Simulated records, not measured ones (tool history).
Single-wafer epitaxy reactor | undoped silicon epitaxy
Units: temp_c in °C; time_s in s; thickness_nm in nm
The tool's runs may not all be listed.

run,hour,temp_c,time_s,thickness_nm
1,0,665,345,82.461
2,1.2,665,386,92.211
3,6.1,655,386,71.832
4,7.8,652,384,66.272
5,11.8,649,383,61.989
6,14.6,645,383,56.365
7,21.2,644,380,54.238

Forecast run 8:
8,22.4,643,379,?

thickness_nm: 53.532 nm
